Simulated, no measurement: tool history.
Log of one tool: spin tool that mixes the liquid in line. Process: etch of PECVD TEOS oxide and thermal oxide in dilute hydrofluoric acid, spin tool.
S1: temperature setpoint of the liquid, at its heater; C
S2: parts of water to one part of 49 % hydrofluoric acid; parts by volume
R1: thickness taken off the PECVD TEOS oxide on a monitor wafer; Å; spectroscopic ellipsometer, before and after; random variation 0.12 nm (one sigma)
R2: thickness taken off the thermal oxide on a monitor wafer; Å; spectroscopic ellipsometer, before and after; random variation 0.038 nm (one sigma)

run 1 hour=0.0 | S1=24.0 S2=155 time_under_the_liquid_(s)=115 | R1=95.042 R2=31.257
run 2 hour=3.3 | S1=25.5 S2=150 time_under_the_liquid_(s)=115 | R1=105.300 R2=34.198
run 3 hour=7.2 | S1=25.5 S2=150 time_under_the_liquid_(s)=65 | R1=58.298 R2=19.275
run 4 hour=11.1 | S1=26.5 S2=130 time_under_the_liquid_(s)=65 | R1=72.993 R2=23.602
run 5 hour=11.7 | S1=26.5 S2=130 time_under_the_liquid_(s)=95 | R1=107.310 R2=34.174
run 6 hour=16.0 | S1=26.5 S2=130 time_under_the_liquid_(s)=75 | R1=83.050 R2=27.529
run 7 hour=17.7 | S1=27.5 S2=125 time_under_the_liquid_(s)=75 | R1=92.166 R2=29.543
run 8 hour=18.8 | S1=28.0 S2=60 time_under_the_liquid_(s)=80 | R1=225.580 R2=73.191
run 9 hour=20.6 | S1=26.5 S2=65 time_under_the_liquid_(s)=80 | R1=195.060 R2=62.934
run 10 hour=24.0 | S1=25.0 S2=65 time_under_the_liquid_(s)=80 | R1=183.290 R2=59.149

Forecast run 11:
run 11 hour=27.7 | S1=24.0 S2=65 time_under_the_liquid_(s)=80 | R1=? R2=?

{"run 11": {"R1": 177.34, "R2": 56.887}}
